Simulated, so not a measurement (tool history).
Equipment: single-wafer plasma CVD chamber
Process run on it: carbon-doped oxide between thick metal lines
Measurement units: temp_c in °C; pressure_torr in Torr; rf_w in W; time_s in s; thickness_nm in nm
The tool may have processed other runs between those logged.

| run | hour | temp_c | pressure_torr | rf_w | time_s | thickness_nm |
|---|---|---|---|---|---|---|
| 1 | 0.0 | 345 | 4.36 | 430 | 156 | 628.17 |
| 2 | 2.0 | 344 | 4.49 | 435 | 156 | 635.90 |
| 3 | 7.9 | 344 | 4.49 | 435 | 160 | 653.54 |
| 4 | 9.9 | 344 | 4.49 | 435 | 160 | 658.07 |
| 5 | 14.5 | 343 | 4.60 | 440 | 160 | 671.68 |
| 6 | 19.0 | 343 | 4.60 | 440 | 156 | 651.75 |
| 7 | 25.5 | 342 | 4.71 | 440 | 156 | 647.56 |
| 8 | 32.8 | 342 | 4.75 | 445 | 156 | 664.27 |
| 9 | 36.8 | 341 | 4.86 | 445 | 156 | 669.33 |
| 10 | 42.9 | 340 | 4.95 | 445 | 156 | 673.44 |
| 11 | 45.5 | 340 | 4.95 | 445 | 156 | 670.49 |
| 12 | 50.2 | 339 | 5.05 | 445 | 156 | 676.33 |
| 13 | 58.1 | 338 | 5.14 | 445 | 156 | 676.60 |

What will run 14 give?
| 14 | 64.6 | 338 | 5.23 | 450 | 156 | ? |

thickness_nm: 684.09 nm
